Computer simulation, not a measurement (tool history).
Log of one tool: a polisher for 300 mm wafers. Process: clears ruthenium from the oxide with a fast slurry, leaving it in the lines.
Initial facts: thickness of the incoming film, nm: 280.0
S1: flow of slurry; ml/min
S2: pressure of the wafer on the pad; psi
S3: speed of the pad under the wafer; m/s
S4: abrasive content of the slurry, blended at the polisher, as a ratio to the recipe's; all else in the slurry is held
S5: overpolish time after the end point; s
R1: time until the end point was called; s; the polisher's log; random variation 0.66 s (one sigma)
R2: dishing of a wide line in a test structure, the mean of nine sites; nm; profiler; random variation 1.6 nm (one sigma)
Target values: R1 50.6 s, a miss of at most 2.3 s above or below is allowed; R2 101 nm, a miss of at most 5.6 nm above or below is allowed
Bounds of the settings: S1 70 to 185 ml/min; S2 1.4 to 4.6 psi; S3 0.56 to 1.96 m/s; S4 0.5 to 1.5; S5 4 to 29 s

Run 1, day 0: S1 120 ml/min, S2 3 psi, S3 1.26 m/s, S4 1, S5 15 s. Result: R1 48.402 s, R2 69.908 nm.
Run 2, day 0.292: S1 120 ml/min, S2 3 psi, S3 1.26 m/s, S4 1, S5 17 s. Result: R1 50.127 s, R2 78.307 nm.
Run 3, day 0.642: S1 120 ml/min, S2 3 psi, S3 1.26 m/s, S4 1, S5 18 s. Result: R1 49.585 s, R2 81.629 nm.
Run 4, day 0.812: S1 120 ml/min, S2 3 psi, S3 1.26 m/s, S4 1, S5 19 s. Result: R1 49.665 s, R2 85.946 nm.
Run 5, day 1.038: S1 120 ml/min, S2 3.3 psi, S3 1.26 m/s, S4 1, S5 19 s. Result: R1 45.574 s, R2 90.632 nm.
Run 6, day 1.146: S1 120 ml/min, S2 3.3 psi, S3 1.26 m/s, S4 0.9, S5 19 s. Result: R1 48.107 s, R2 87.893 nm.
Run 7, day 1.4: S1 120 ml/min, S2 3.3 psi, S3 1.26 m/s, S4 0.9, S5 20 s. Result: R1 46.331 s, R2 93.632 nm.
Run 8, day 1.567: S1 115 ml/min, S2 3.2 psi, S3 1.26 m/s, S4 0.9, S5 21 s. Result: R1 49.45 s, R2 91.242 nm.

Which single option among these 5 for the next run brings every result within its allowed miss of target? Just one does.
Run A, day 1.733: S1 160 ml/min, S2 3.6 psi, S3 1.46 m/s, S4 0.6, S5 22 s. Result: R1 ?, R2 ?.
Run B, day 1.733: S1 105 ml/min, S2 3.5 psi, S3 1.14 m/s, S4 1, S5 19 s. Result: R1 ?, R2 ?.
Run C, day 1.733: S1 140 ml/min, S2 3 psi, S3 1.28 m/s, S4 0.9, S5 24 s. Result: R1 ?, R2 ?.
Run D, day 1.733: S1 130 ml/min, S2 2.8 psi, S3 1.48 m/s, S4 0.9, S5 17 s. Result: R1 ?, R2 ?.
Run E, day 1.733: S1 85 ml/min, S2 3.7 psi, S3 1.24 m/s, S4 1, S5 21 s. Result: R1 ?, R2 ?.

move      R1      R2
   A   45.63  102.46
   B  47.412  88.632
   C   49.47  102.95
   D  47.729  80.537
   E  44.833  100.21
A: brings the last run's worst result on target, with another outside its allowed miss
B: its largest miss is bigger than the last run's
C: meets every target
D: its largest miss is bigger than the last run's
E: brings the last run's worst result on target, with another outside its allowed miss
Correct choice: C, which meets every target
